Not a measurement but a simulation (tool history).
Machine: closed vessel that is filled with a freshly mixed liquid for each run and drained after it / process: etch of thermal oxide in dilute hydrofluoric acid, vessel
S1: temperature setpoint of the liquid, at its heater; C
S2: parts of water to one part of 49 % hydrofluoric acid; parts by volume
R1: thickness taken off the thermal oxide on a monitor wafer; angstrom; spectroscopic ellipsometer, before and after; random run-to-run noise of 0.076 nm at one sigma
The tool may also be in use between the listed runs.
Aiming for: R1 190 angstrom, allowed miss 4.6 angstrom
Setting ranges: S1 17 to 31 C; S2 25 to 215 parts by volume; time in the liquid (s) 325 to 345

Run 1, hour 0: S1 23 C, S2 120 parts by volume, time in the liquid (s) 325. Result: R1 113.7 angstrom.
Run 2, hour 2.8: S1 23.5 C, S2 120 parts by volume, time in the liquid (s) 325. Result: R1 115.8 angstrom.
Run 3, hour 7.3: S1 23.5 C, S2 120 parts by volume, time in the liquid (s) 325. Result: R1 115.18 angstrom.
Run 4, hour 13.6: S1 23.5 C, S2 140 parts by volume, time in the liquid (s) 325. Result: R1 97.074 angstrom.
Run 5, hour 19.2: S1 24 C, S2 135 parts by volume, time in the liquid (s) 325. Result: R1 102.67 angstrom.
Run 6, hour 22.9: S1 24.5 C, S2 130 parts by volume, time in the liquid (s) 325. Result: R1 109.87 angstrom.
Run 7, hour 25.3: S1 25 C, S2 125 parts by volume, time in the liquid (s) 325. Result: R1 117.28 angstrom.
Run 8, hour 28: S1 25.5 C, S2 120 parts by volume, time in the liquid (s) 325. Result: R1 124.93 angstrom.
Run 9, hour 36.7: S1 26 C, S2 120 parts by volume, time in the liquid (s) 325. Result: R1 127.44 angstrom.
Run 10, hour 43.8: S1 26.5 C, S2 120 parts by volume, time in the liquid (s) 325. Result: R1 130.29 angstrom.
Run 11, hour 50.1: S1 27 C, S2 120 parts by volume, time in the liquid (s) 325. Result: R1 132.93 angstrom.
Run 12, hour 53.6: S1 27.5 C, S2 120 parts by volume, time in the liquid (s) 325. Result: R1 135.83 angstrom.
Run 13, hour 59.7: S1 28 C, S2 120 parts by volume, time in the liquid (s) 325. Result: R1 137.92 angstrom.
Run 14, hour 68.4: S1 31 C, S2 95 parts by volume, time in the liquid (s) 325. Result: R1 203.14 angstrom.
Run 15, hour 72.3: S1 31 C, S2 95 parts by volume, time in the liquid (s) 325. Result: R1 203.14 angstrom.

Exactly one of the 5 candidate moves below puts every result within its allowed miss. Which one?
Run A, hour 76.2: S1 31 C, S2 90 parts by volume, time in the liquid (s) 325. Result: R1 ?.
Run B, hour 76.2: S1 30.5 C, S2 85 parts by volume, time in the liquid (s) 325. Result: R1 ?.
Run C, hour 76.2: S1 31 C, S2 95 parts by volume, time in the liquid (s) 345. Result: R1 ?.
Run D, hour 76.2: S1 29.5 C, S2 95 parts by volume, time in the liquid (s) 325. Result: R1 ?.
Run E, hour 76.2: S1 31 C, S2 90 parts by volume, time in the liquid (s) 330. Result: R1 ?.

move      R1
   A  215.28
   B  225.34
   C  214.92
   D  191.37
   E  218.59
A: its largest miss is bigger than the last run's
B: its largest miss is bigger than the last run's
C: its largest miss is bigger than the last run's
D: in spec on every target
E: its largest miss is bigger than the last run's
Correct choice: D, which meets every target
